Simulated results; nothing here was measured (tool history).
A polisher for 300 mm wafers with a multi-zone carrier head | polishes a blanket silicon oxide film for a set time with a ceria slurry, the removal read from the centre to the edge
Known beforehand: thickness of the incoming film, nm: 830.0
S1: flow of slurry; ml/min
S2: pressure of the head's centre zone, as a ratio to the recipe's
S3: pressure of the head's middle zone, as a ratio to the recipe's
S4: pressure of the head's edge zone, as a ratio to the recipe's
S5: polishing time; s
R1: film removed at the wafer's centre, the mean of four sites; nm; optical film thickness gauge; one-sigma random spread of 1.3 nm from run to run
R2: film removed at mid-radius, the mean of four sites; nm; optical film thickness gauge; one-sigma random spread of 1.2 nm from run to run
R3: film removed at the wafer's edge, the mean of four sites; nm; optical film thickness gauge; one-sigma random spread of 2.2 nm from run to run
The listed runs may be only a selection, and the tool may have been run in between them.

run  hour   S1    S2    S3    S4  S5      R1      R2      R3
  1   0.0  160  1.00  1.00  1.00  44  266.53  258.96  269.95
  2   1.2  160  1.00  1.00  1.00  38  228.91  224.42  229.16
  3   3.1  155  1.01  0.97  0.97  36  218.76  203.29  212.98
  4   8.4  150  1.01  0.95  0.94  34  201.14  188.75  194.00
  5  12.5  150  0.94  0.95  0.94  34  187.92  185.11  192.09
  6  13.1  150  1.00  0.95  0.94  34  201.30  187.64  200.80
  7  18.7  165  1.00  0.93  0.92  32  194.54  176.10  186.31
  8  22.5  165  1.00  0.92  0.90  31  185.04  173.72  179.35
  9  30.5  160  1.01  0.90  0.88  30  182.81  159.55  175.06

Expected results for the next run?
 10  31.4  160  1.02  0.90  0.87  29   ?   ?   ?

R1: 178.36 nm
R2: 154.87 nm
R3: 166.64 nm
